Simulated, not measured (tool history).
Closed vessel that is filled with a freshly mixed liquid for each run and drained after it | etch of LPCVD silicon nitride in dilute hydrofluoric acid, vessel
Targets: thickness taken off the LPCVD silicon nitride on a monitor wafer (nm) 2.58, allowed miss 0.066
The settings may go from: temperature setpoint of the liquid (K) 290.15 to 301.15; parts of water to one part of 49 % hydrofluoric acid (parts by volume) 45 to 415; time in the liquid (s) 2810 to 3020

| run | hour | temperature setpoint of the liquid (K) | parts of water to one part of 49 % hydrofluoric acid (parts by volume) | time in the liquid (s) | thickness taken off the LPCVD silicon nitride on a monitor wafer (nm) |
|---|---|---|---|---|---|
| 1 | 0 | 293.15 | 230 | 2810 | 3.7897 |
| 2 | 3.1 | 296.65 | 230 | 2810 | 4.802 |
| 3 | 9.3 | 295.15 | 240 | 2810 | 4.1954 |
| 4 | 17.3 | 293.65 | 240 | 2810 | 3.8163 |
| 5 | 21.5 | 292.65 | 250 | 2810 | 3.4338 |
| 6 | 29.5 | 295.65 | 250 | 2810 | 4.1542 |
| 7 | 33.2 | 294.15 | 260 | 2810 | 3.6742 |
| 8 | 42.5 | 293.15 | 265 | 2810 | 3.3564 |
| 9 | 45.8 | 292.65 | 270 | 2810 | 3.1686 |
| 10 | 49.5 | 292.15 | 275 | 2810 | 3.0064 |
| 11 | 53.5 | 291.65 | 275 | 2810 | 2.9509 |
| 12 | 58.5 | 291.65 | 275 | 2810 | 2.914 |
| 13 | 64.7 | 291.65 | 275 | 2810 | 2.9011 |

4 next moves are on the table. One of them brings every result within its allowed miss. Which?
| A | 70.9 | 290.15 | 325 | 2950 | ? |
| B | 70.9 | 292.65 | 335 | 2825 | ? |
| C | 70.9 | 290.15 | 305 | 2825 | ? |
| D | 70.9 | 291.15 | 250 | 3020 | ? |

| move | thickness taken off the LPCVD silicon nitride on a monitor wafer (nm) |
|---|---|
| A | 2.3746 |
| B | 2.5929 |
| C | 2.4151 |
| D | 3.3325 |
A: takes the result that was furthest off past its target
B: meets every target
C: takes the result that was furthest off past its target
D: further off than the last run
Answer: B
